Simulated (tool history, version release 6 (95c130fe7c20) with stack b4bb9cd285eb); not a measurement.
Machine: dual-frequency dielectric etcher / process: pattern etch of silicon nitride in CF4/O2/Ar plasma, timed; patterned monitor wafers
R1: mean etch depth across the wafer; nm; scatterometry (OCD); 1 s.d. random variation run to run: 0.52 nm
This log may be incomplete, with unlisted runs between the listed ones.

{"run": 1, "day": 0.0, "source power (W)": 470, "bias power (W)": 56, "Ar flow (sccm)": 118, "CF4 flow (sccm)": 132, "etch time (s)": 74.5, "R1": 146.19}
{"run": 2, "day": 0.071, "source power (W)": 430, "bias power (W)": 56, "Ar flow (sccm)": 118, "CF4 flow (sccm)": 132, "etch time (s)": 74.5, "R1": 131.17}
{"run": 3, "day": 0.371, "source power (W)": 360, "bias power (W)": 56, "Ar flow (sccm)": 118, "CF4 flow (sccm)": 132, "etch time (s)": 74.5, "R1": 108.88}
{"run": 4, "day": 0.662, "source power (W)": 360, "bias power (W)": 46, "Ar flow (sccm)": 118, "CF4 flow (sccm)": 132, "etch time (s)": 74.5, "R1": 100.82}
{"run": 5, "day": 0.796, "source power (W)": 360, "bias power (W)": 46, "Ar flow (sccm)": 118, "CF4 flow (sccm)": 132, "etch time (s)": 74.5, "R1": 100.89}
{"run": 6, "day": 0.875, "source power (W)": 360, "bias power (W)": 46, "Ar flow (sccm)": 125, "CF4 flow (sccm)": 132, "etch time (s)": 74.5, "R1": 100.15}

Run 7 comes next. What will it give?
{"run": 7, "day": 1.104, "source power (W)": 380, "bias power (W)": 46, "Ar flow (sccm)": 125, "CF4 flow (sccm)": 132, "etch time (s)": 74.5, "R1": "?"}

{"run 7": {"R1": 106.85}}
